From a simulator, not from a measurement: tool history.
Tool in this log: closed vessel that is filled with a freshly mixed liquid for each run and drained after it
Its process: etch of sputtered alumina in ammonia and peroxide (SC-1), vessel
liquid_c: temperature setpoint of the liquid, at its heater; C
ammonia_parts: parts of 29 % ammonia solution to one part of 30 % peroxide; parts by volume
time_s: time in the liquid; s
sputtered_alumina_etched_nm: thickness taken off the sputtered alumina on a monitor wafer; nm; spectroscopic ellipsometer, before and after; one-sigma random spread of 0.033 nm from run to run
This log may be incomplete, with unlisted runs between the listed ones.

{"run": 1, "hour": 0.0, "liquid_c": 50, "ammonia_parts": 0.95, "time_s": 195, "sputtered_alumina_etched_nm": 10.832}
{"run": 2, "hour": 6.5, "liquid_c": 57, "ammonia_parts": 0.95, "time_s": 195, "sputtered_alumina_etched_nm": 15.7}
{"run": 3, "hour": 8.5, "liquid_c": 57, "ammonia_parts": 0.95, "time_s": 195, "sputtered_alumina_etched_nm": 15.778}
{"run": 4, "hour": 13.6, "liquid_c": 57, "ammonia_parts": 0.95, "time_s": 195, "sputtered_alumina_etched_nm": 15.736}
{"run": 5, "hour": 16.1, "liquid_c": 57, "ammonia_parts": 0.8, "time_s": 195, "sputtered_alumina_etched_nm": 15.334}
{"run": 6, "hour": 22.7, "liquid_c": 57, "ammonia_parts": 0.8, "time_s": 210, "sputtered_alumina_etched_nm": 16.379}

What will run 7 give?
{"run": 7, "hour": 29.7, "liquid_c": 52.5, "ammonia_parts": 0.8, "time_s": 210, "sputtered_alumina_etched_nm": "?"}

sputtered_alumina_etched_nm: 12.974 nm

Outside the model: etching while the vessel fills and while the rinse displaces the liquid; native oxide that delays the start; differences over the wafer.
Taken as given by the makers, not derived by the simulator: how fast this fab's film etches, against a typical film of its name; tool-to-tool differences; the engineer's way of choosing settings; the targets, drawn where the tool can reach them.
